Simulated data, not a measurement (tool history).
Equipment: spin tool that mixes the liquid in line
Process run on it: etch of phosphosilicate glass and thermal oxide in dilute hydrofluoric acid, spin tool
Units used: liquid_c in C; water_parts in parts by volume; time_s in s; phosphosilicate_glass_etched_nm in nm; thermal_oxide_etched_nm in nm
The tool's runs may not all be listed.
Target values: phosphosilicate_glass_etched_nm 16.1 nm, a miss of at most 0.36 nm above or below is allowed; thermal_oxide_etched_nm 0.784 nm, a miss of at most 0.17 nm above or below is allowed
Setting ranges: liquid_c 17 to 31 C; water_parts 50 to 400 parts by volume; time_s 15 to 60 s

| run | day | liquid_c | water_parts | time_s | phosphosilicate_glass_etched_nm | thermal_oxide_etched_nm |
|---|---|---|---|---|---|---|
| 1 | 0 | 23 | 225 | 30 | 9.7702 | 0.42667 |
| 2 | 0.088 | 25.5 | 210 | 30 | 11.68 | 0.57743 |
| 3 | 0.321 | 26.5 | 200 | 30 | 12.744 | 0.57674 |
| 4 | 0.55 | 26.5 | 200 | 35 | 15.053 | 0.72677 |
| 5 | 0.642 | 26.5 | 200 | 25 | 10.623 | 0.44651 |
| 6 | 0.946 | 27.5 | 185 | 25 | 12.263 | 0.56979 |
| 7 | 1.042 | 28.5 | 175 | 25 | 13.597 | 0.61968 |
| 8 | 1.392 | 31 | 160 | 25 | 16.743 | 0.82897 |

Pick the move, out of 4, that brings all results within their allowed miss; only one does.
| A | 1.742 | 30 | 185 | 30 | ? | ? |
| B | 1.742 | 21 | 70 | 15 | ? | ? |
| C | 1.742 | 31 | 170 | 25 | ? | ? |
| D | 1.742 | 31 | 195 | 30 | ? | ? |

| move | phosphosilicate_glass_etched_nm | thermal_oxide_etched_nm |
|---|---|---|
| A | 16.003 | 0.74994 |
| B | 17.247 | 0.80822 |
| C | 15.32 | 0.71791 |
| D | 15.521 | 0.72736 |
A: every result within its allowed miss
B: moves away from the targets compared with the last run
C: the result that was furthest off in the last run now lies on the other side of its target
D: the result that was furthest off in the last run now lies on the other side of its target
The right move is A.

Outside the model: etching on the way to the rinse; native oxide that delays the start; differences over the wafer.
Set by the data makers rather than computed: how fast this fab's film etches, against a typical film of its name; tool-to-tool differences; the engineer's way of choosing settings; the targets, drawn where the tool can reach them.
